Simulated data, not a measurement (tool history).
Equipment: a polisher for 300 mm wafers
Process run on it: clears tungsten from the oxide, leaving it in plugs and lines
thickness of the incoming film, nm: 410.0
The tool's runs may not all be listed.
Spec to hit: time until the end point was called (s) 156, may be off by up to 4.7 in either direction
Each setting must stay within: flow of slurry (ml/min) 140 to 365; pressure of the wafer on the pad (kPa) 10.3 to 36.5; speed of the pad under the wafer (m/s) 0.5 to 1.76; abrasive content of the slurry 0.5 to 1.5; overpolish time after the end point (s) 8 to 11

run    day  flow of slurry (ml/min)  pressure of the wafer on the pad (kPa)  speed of the pad under the wafer (m/s)  abrasive content of the slurry  overpolish time after the end point (s)  time until the end point was called (s)
  1      0                      235                                    23.4                                    1.12                               1                                       11                                   93.993
  2  0.246                      235                                    21.4                                    1.12                               1                                       11                                   99.894
  3   0.45                      205                                    21.4                                    1.12                               1                                       11                                   102.08
  4  0.688                      205                                    19.3                                    1.12                               1                                       11                                   109.85
  5  0.838                      205                                    17.2                                    1.12                               1                                       11                                   120.05
  6  0.967                      205                                    15.9                                    1.12                               1                                       11                                   128.28
  7  1.038                      205                                    15.2                                    1.12                               1                                       11                                    132.5
  8  1.279                      205                                    14.5                                    1.12                               1                                       11                                   138.35
  9  1.625                      205                                    13.8                                    1.12                               1                                       11                                   141.49
 10  1.854                      205                                    13.1                                    1.12                               1                                       11                                   150.77
 11  2.225                      205                                    13.1                                    1.12                               1                                       11                                   148.45
 12  2.404                      200                                    11.7                                    1.12                               1                                       11                                   162.52

Of the 4 settings listed for the next run, only one would bring every result within its allowed miss of target. Which one?
  A  2.583                      190                                    12.4                                    1.08                             1.1                                       11                                        ?
  B  2.583                      180                                    16.5                                     0.8                            0.85                                       11                                        ?
  C  2.583                      170                                    17.9                                    0.74                             0.9                                        8                                        ?
  D  2.583                      215                                    10.3                                    1.16                               1                                       11                                        ?

move  time until the end point was called (s)
   A                                    154.6
   B                                   170.34
   C                                    167.1
   D                                    168.8
A: every result within its allowed miss
B: the biggest miss grows against the last run
C: the biggest miss grows against the last run
D: the biggest miss grows against the last run
Answer: A
